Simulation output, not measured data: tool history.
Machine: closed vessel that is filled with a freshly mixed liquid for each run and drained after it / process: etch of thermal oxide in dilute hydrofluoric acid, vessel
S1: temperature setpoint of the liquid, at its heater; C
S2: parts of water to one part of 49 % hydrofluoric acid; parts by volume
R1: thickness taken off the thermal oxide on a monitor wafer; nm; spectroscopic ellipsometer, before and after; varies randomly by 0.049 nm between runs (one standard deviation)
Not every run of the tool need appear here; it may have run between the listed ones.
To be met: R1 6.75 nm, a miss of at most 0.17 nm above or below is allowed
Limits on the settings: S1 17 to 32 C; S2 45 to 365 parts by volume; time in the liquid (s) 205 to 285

run 1 hour=0 | S1=24 S2=205 time_in_the_liquid_(s)=285 | R1=5.6152
run 2 hour=2.5 | S1=24 S2=270 time_in_the_liquid_(s)=285 | R1=3.9196
run 3 hour=10.6 | S1=24 S2=215 time_in_the_liquid_(s)=285 | R1=5.2034
run 4 hour=12.5 | S1=25 S2=215 time_in_the_liquid_(s)=285 | R1=5.3374
run 5 hour=20.2 | S1=25 S2=215 time_in_the_liquid_(s)=205 | R1=3.897
run 6 hour=27.8 | S1=22 S2=215 time_in_the_liquid_(s)=205 | R1=3.4475
run 7 hour=36.7 | S1=23.5 S2=215 time_in_the_liquid_(s)=205 | R1=3.6623
run 8 hour=42.8 | S1=25 S2=210 time_in_the_liquid_(s)=205 | R1=4.0003
run 9 hour=50.7 | S1=26 S2=195 time_in_the_liquid_(s)=205 | R1=4.5742
run 10 hour=58.3 | S1=26 S2=195 time_in_the_liquid_(s)=205 | R1=4.5439
run 11 hour=59.1 | S1=27 S2=185 time_in_the_liquid_(s)=205 | R1=5.0844
run 12 hour=60.3 | S1=28 S2=180 time_in_the_liquid_(s)=205 | R1=5.3493
run 13 hour=66.3 | S1=28.5 S2=175 time_in_the_liquid_(s)=205 | R1=5.6723
run 14 hour=74.7 | S1=29 S2=175 time_in_the_liquid_(s)=205 | R1=5.7942

4 next moves are on the table. One of them brings every result within its allowed miss. Which?
run A hour=83.1 | S1=25.5 S2=185 time_in_the_liquid_(s)=275 | R1=?
run B hour=83.1 | S1=27 S2=170 time_in_the_liquid_(s)=235 | R1=?
run C hour=83.1 | S1=32 S2=210 time_in_the_liquid_(s)=270 | R1=?
run D hour=83.1 | S1=29 S2=195 time_in_the_liquid_(s)=255 | R1=?

move=A R1=6.3853
move=B R1=6.3837
move=C R1=6.7344
move=D R1=6.2954
A: closer than the last run, but not yet in spec
B: closer than the last run, but not yet in spec
C: meets every target
D: closer than the last run, but not yet in spec
C meets every target.
